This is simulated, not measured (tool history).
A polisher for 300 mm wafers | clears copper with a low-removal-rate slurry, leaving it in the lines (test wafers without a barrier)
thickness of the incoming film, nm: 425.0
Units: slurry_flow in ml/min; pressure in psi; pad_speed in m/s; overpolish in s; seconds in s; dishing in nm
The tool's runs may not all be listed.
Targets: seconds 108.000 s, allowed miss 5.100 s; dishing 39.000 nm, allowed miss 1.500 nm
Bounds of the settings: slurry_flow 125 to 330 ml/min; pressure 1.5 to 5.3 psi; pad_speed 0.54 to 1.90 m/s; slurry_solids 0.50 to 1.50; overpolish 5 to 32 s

run,day,slurry_flow,pressure,pad_speed,slurry_solids,overpolish,seconds,dishing
1,0.000,210,3.4,1.22,1.00,16,73.988,57.111
2,0.204,210,3.4,1.22,1.15,16,72.043,58.501
3,0.442,210,4.2,1.22,1.15,16,59.409,69.628
4,0.612,210,4.2,1.22,1.15,11,59.091,51.149
5,0.900,210,4.2,1.22,1.15,15,58.552,66.461
6,1.133,210,4.2,1.46,1.15,15,51.020,73.155
7,1.179,210,3.6,1.44,1.15,15,59.296,64.676
8,1.438,210,3.1,1.42,1.15,15,67.729,56.738

Which of these 5 next moves meets every target?
A,1.696,205,2.0,1.26,1.25,14,?,?
B,1.696,210,2.9,0.84,1.20,15,?,?
C,1.696,195,2.6,1.20,0.85,14,?,?
D,1.696,250,1.9,0.98,0.85,20,?,?
E,1.696,245,4.8,1.82,1.30,15,?,?

move,seconds,dishing
A,107.910,35.632
B,106.980,38.785
C,97.772,39.304
D,147.220,36.976
E,35.456,96.272
A: takes the result that was furthest off past its target
B: meets every target
C: brings the result that was furthest off to its target, and leaves another outside
D: takes the result that was furthest off past its target
E: further off than the last run
Answer: B

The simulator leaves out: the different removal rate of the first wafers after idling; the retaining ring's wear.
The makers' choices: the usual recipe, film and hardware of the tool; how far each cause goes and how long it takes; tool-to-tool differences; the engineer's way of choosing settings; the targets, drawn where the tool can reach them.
